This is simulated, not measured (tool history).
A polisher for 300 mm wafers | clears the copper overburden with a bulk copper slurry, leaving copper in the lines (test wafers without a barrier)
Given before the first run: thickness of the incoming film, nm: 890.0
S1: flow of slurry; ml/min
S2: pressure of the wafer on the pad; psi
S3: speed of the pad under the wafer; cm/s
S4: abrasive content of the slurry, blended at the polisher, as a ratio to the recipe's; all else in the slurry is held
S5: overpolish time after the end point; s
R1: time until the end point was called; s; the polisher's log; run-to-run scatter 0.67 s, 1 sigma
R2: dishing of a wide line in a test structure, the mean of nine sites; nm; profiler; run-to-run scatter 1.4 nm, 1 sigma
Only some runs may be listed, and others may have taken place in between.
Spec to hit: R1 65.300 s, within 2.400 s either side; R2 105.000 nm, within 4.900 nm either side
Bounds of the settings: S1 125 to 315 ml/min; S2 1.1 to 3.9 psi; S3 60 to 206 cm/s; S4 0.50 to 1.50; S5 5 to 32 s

run,hour,S1,S2,S3,S4,S5,R1,R2
1,0.0,205,2.5,132,1.00,16,83.476,88.129
2,8.6,210,2.7,132,1.00,16,77.386,91.435
3,9.5,210,2.7,132,0.90,16,79.682,91.527
4,13.6,210,2.7,132,0.75,16,81.908,92.166
5,20.8,210,2.9,132,0.75,16,74.821,93.126
6,22.7,210,3.0,132,0.75,17,74.630,99.040
7,30.0,215,3.1,132,0.75,17,72.012,102.470
8,36.9,215,3.2,132,0.75,17,69.735,104.470
9,43.4,215,3.3,132,0.75,17,68.158,105.660

Pick the move, out of 5, that brings all results within their allowed miss; only one does.
A,49.9,200,3.4,118,0.70,20,?,?
B,49.9,220,3.0,138,0.85,20,?,?
C,49.9,240,3.3,134,0.80,16,?,?
D,49.9,210,3.8,110,0.65,16,?,?
E,49.9,245,3.8,112,0.65,18,?,?

move,R1,R2
A,74.483,107.700
B,68.708,108.600
C,64.907,103.130
D,72.413,99.989
E,70.084,107.650
A: lands further from the targets than the last run did
B: lands further from the targets than the last run did
C: all results land within tolerance of their targets
D: lands further from the targets than the last run did
E: lands further from the targets than the last run did
Correct choice: C, which meets every target
